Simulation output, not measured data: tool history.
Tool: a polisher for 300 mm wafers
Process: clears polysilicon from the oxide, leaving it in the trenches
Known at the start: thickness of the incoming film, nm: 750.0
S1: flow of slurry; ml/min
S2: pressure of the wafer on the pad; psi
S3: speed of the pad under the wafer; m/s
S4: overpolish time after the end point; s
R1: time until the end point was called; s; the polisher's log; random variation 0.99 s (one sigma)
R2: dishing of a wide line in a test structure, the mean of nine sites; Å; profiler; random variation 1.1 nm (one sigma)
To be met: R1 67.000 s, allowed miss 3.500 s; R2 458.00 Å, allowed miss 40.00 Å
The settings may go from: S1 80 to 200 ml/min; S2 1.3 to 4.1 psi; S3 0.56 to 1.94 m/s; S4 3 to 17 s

run  hour   S1   S2    S3  S4      R1      R2
  1   0.0  130  2.7  1.24   9  51.302  461.02
  2   6.7  130  3.3  1.24   9  42.654  466.69
  3  10.0  130  3.3  1.24  10  42.060  460.90
  4  17.1  130  3.3  1.24   8  43.249  467.59
  5  17.7  130  3.3  1.10   8  46.983  429.43
  6  18.9  130  3.3  1.26   8  41.448  433.77
  7  20.1  130  2.9  1.24   8  48.041  439.44
  8  21.0  130  2.6  1.22   9  53.590  462.68
  9  29.7  130  2.4  1.20   9  57.649  430.05
 10  36.0  125  2.2  1.20  10  62.416  420.68

Which of these 4 next moves meets every target?
  A  42.3  115  1.6  1.28   9   ?   ?
  B  42.3  200  1.5  1.40  12   ?   ?
  C  42.3  200  1.4  1.34  13   ?   ?
  D  42.3   95  2.6  1.16  13   ?   ?

move      R1      R2
   A  76.405  394.69
   B  68.488  437.70
   C  74.869  436.97
   D  58.450  452.94
A: takes the result that was furthest off past its target
B: meets every target
C: takes the result that was furthest off past its target
D: further off than the last run
Move B is the one to make.
